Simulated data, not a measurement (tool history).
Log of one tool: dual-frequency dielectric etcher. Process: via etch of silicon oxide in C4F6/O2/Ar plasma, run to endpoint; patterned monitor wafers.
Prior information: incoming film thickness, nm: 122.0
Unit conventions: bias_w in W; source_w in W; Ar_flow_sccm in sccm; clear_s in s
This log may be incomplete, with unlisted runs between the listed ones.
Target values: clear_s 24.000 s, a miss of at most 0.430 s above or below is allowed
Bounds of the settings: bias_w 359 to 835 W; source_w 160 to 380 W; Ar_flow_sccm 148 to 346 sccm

run  hour  bias_w  source_w  Ar_flow_sccm  clear_s
  1   0.0     597       270           247   28.515
  2   6.4     646       280           246   27.063
  3   8.0     646       280           223   26.795
  4  11.6     541       280           223   29.145
  5  13.6     541       280           207   28.956
  6  15.4     592       280           207   27.804
  7  24.2     632       280           207   26.778
  8  24.7     660       280           207   26.464
  9  32.3     688       280           207   25.977

Exactly one of the 4 candidate moves below puts every result within its allowed miss. Which one?
  A  39.9     620       230           205        ?
  B  39.9     737       280           209        ?
  C  39.9     707       230           194        ?
  D  39.9     829       280           231        ?

move  clear_s
   A   28.675
   B   24.971
   C   26.816
   D   23.871
A: further off than the last run
B: moves toward the targets from the last run without getting all of them in spec
C: further off than the last run
D: each result inside its tolerance
The right move is D.

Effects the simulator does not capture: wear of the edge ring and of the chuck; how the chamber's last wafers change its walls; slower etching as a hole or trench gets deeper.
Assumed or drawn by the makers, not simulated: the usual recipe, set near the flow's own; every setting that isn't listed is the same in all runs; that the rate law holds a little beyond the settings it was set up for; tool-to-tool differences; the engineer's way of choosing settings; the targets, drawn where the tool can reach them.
